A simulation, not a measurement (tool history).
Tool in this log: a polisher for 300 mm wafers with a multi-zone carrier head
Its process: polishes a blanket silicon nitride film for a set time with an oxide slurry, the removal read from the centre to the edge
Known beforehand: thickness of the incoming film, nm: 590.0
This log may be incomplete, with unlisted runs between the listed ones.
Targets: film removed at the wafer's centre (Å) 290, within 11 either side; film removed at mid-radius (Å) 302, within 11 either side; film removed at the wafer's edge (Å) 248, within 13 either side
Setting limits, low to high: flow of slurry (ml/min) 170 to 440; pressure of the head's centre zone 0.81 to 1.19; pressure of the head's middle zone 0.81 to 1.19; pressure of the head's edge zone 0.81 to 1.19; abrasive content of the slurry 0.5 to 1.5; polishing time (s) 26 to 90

run  hour  flow of slurry (ml/min)  pressure of the head's centre zone  pressure of the head's middle zone  pressure of the head's edge zone  abrasive content of the slurry  polishing time (s)  film removed at the wafer's centre (Å)  film removed at mid-radius (Å)  film removed at the wafer's edge (Å)
  1     0                      280                                   1                                   1                                 1                               1                  58                                  448.66                          443.33                                414.01
  2   3.6                      280                                   1                                   1                              1.04                               1                  58                                  450.27                          433.22                                433.57
  3  12.1                      280                                   1                                   1                              0.99                               1                  58                                  445.76                          435.55                                415.59
  4  17.6                      285                                   1                                1.01                              0.94                            0.85                  55                                  409.58                          397.62                                377.61
  5  26.1                      285                                   1                                1.01                              0.94                               1                  55                                  426.66                          422.13                                395.97
  6  32.9                      285                                   1                                1.01                                 1                               1                  55                                  421.04                          425.31                                409.55
  7  37.9                      250                                1.01                                1.05                              0.94                            0.85                  51                                  371.41                          379.32                                345.09
  8  40.1                      230                                1.02                                1.07                               0.9                            0.75                  49                                  331.67                           344.5                                305.76
  9  48.6                      220                                1.04                                1.09                              0.87                            0.65                  48                                  327.22                          323.82                                283.55
 10  55.7                      220                                1.04                                1.11                              0.85                             0.6                  47                                  307.96                          312.64                                258.75
 11  61.9                      220                                1.03                                1.11                              0.84                             0.6                  47                                  299.56                          314.34                                270.39

Below are 4 possible settings for the next run. Only one of them brings all results inside the allowed miss of their targets. Which is it?
  A  68.1                      275                                0.91                                0.89                              0.82                            0.85                  43                                       ?                               ?                                     ?
  B  68.1                      325                                 1.1                                1.19                              0.95                             0.7                  39                                       ?                               ?                                     ?
  C  68.1                      175                                 1.1                                1.17                              0.86                            0.55                  42                                       ?                               ?                                     ?
  D  68.1                      340                                0.82                                1.02                              0.81                             0.7                  47                                       ?                               ?                                     ?

move  film removed at the wafer's centre (Å)  film removed at mid-radius (Å)  film removed at the wafer's edge (Å)
   A                                  292.27                          283.11                                270.63
   B                                  289.45                          308.21                                248.39
   C                                  261.34                          277.25                                221.49
   D                                  287.15                          330.08                                280.33
A: just as far off the targets as the last run
B: each result inside its tolerance
C: carries the result that was furthest off beyond its target, to the other side
D: misses by more than the last run did
B meets every target.
